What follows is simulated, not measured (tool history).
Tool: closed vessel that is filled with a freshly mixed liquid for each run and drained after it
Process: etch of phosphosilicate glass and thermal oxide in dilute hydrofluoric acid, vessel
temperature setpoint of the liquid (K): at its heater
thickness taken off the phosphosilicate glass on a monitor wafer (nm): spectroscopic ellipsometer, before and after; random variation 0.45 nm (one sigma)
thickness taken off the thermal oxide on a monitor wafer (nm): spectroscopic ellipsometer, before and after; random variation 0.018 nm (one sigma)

| run | hour | temperature setpoint of the liquid (K) | parts of water to one part of 49 % hydrofluoric acid (parts by volume) | time in the liquid (s) | thickness taken off the phosphosilicate glass on a monitor wafer (nm) | thickness taken off the thermal oxide on a monitor wafer (nm) |
|---|---|---|---|---|---|---|
| 1 | 0 | 298.15 | 65 | 60 | 146.4 | 5.2305 |
| 2 | 7.6 | 298.15 | 80 | 60 | 117.69 | 4.1858 |
| 3 | 16.9 | 296.65 | 80 | 60 | 110.2 | 3.8983 |
| 4 | 21.4 | 300.15 | 80 | 60 | 125.69 | 4.5684 |
| 5 | 26 | 300.15 | 80 | 75 | 157.8 | 5.6672 |
| 6 | 33.1 | 303.15 | 80 | 75 | 177.65 | 6.3543 |
| 7 | 36.6 | 303.15 | 80 | 75 | 178.55 | 6.382 |
| 8 | 45 | 299.15 | 85 | 75 | 141.94 | 5.0783 |
| 9 | 48 | 299.15 | 85 | 75 | 141.44 | 5.074 |
| 10 | 50.2 | 296.65 | 85 | 75 | 129.04 | 4.5881 |
| 11 | 58.7 | 294.65 | 85 | 75 | 118.98 | 4.2591 |
| 12 | 62.9 | 293.15 | 85 | 75 | 110.52 | 3.9383 |
| 13 | 71.5 | 292.15 | 85 | 75 | 106.7 | 3.834 |
| 14 | 78.1 | 291.65 | 85 | 75 | 104.87 | 3.7273 |

Run 15 comes next. What will it give?
| 15 | 85.8 | 291.15 | 85 | 75 | ? | ? |

thickness taken off the phosphosilicate glass on a monitor wafer (nm): 103.18
thickness taken off the thermal oxide on a monitor wafer (nm): 3.6822
